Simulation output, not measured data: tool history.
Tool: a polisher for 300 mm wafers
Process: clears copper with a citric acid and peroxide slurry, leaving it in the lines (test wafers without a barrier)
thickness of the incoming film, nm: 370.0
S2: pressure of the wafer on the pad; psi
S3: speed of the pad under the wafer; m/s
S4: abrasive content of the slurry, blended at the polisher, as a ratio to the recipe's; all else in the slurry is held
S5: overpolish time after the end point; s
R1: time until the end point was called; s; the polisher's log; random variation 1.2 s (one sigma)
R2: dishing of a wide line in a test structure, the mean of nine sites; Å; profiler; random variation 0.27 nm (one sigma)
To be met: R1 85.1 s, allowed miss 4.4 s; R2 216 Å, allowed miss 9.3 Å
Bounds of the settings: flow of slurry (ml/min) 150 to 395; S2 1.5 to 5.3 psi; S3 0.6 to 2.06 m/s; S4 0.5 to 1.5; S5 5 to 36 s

{"run": 1, "hour": 0.0, "flow of slurry (ml/min)": 250, "S2": 3.4, "S3": 1.32, "S4": 1, "S5": 18, "R1": 105.19, "R2": 327.38}
{"run": 2, "hour": 7.8, "flow of slurry (ml/min)": 250, "S2": 3.4, "S3": 1.38, "S4": 1, "S5": 15, "R1": 101.22, "R2": 299.18}
{"run": 3, "hour": 16.4, "flow of slurry (ml/min)": 245, "S2": 3.4, "S3": 1.44, "S4": 0.95, "S5": 13, "R1": 100.91, "R2": 270.29}
{"run": 4, "hour": 24.0, "flow of slurry (ml/min)": 245, "S2": 3.4, "S3": 1.3, "S4": 0.95, "S5": 13, "R1": 108.29, "R2": 253.13}
{"run": 5, "hour": 31.2, "flow of slurry (ml/min)": 245, "S2": 3.7, "S3": 1.28, "S4": 0.9, "S5": 11, "R1": 104.97, "R2": 233.85}
{"hour": 35.2, "done": "worn pad replaced by a new one"}
{"run": 6, "hour": 35.2, "flow of slurry (ml/min)": 245, "S2": 4.3, "S3": 1.28, "S4": 0.9, "S5": 11, "R1": 88.475, "R2": 274.51}
{"run": 7, "hour": 43.8, "flow of slurry (ml/min)": 245, "S2": 4.4, "S3": 1.28, "S4": 0.85, "S5": 10, "R1": 88.347, "R2": 256.13}
{"run": 8, "hour": 51.5, "flow of slurry (ml/min)": 245, "S2": 4.5, "S3": 1.28, "S4": 0.8, "S5": 9, "R1": 86.173, "R2": 232.42}

Which of these 5 next moves meets every target?
{"run": "A", "hour": 59.2, "flow of slurry (ml/min)": 280, "S2": 4.2, "S3": 1.28, "S4": 0.65, "S5": 10, "R1": "?", "R2": "?"}
{"run": "B", "hour": 59.2, "flow of slurry (ml/min)": 185, "S2": 5.3, "S3": 1.42, "S4": 0.7, "S5": 8, "R1": "?", "R2": "?"}
{"run": "C", "hour": 59.2, "flow of slurry (ml/min)": 175, "S2": 5.1, "S3": 1.46, "S4": 0.8, "S5": 8, "R1": "?", "R2": "?"}
{"run": "D", "hour": 59.2, "flow of slurry (ml/min)": 285, "S2": 5, "S3": 1.28, "S4": 0.65, "S5": 9, "R1": "?", "R2": "?"}
{"run": "E", "hour": 59.2, "flow of slurry (ml/min)": 255, "S2": 4.3, "S3": 1.44, "S4": 0.6, "S5": 8, "R1": "?", "R2": "?"}

move=A R1=89.688 R2=248.44
move=B R1=72.649 R2=247.19
move=C R1=71.988 R2=248.69
move=D R1=79.061 R2=253.14
move=E R1=82.171 R2=224.28
A: further off than the last run
B: further off than the last run
C: further off than the last run
D: further off than the last run
E: meets every target
Move E is the one to make.

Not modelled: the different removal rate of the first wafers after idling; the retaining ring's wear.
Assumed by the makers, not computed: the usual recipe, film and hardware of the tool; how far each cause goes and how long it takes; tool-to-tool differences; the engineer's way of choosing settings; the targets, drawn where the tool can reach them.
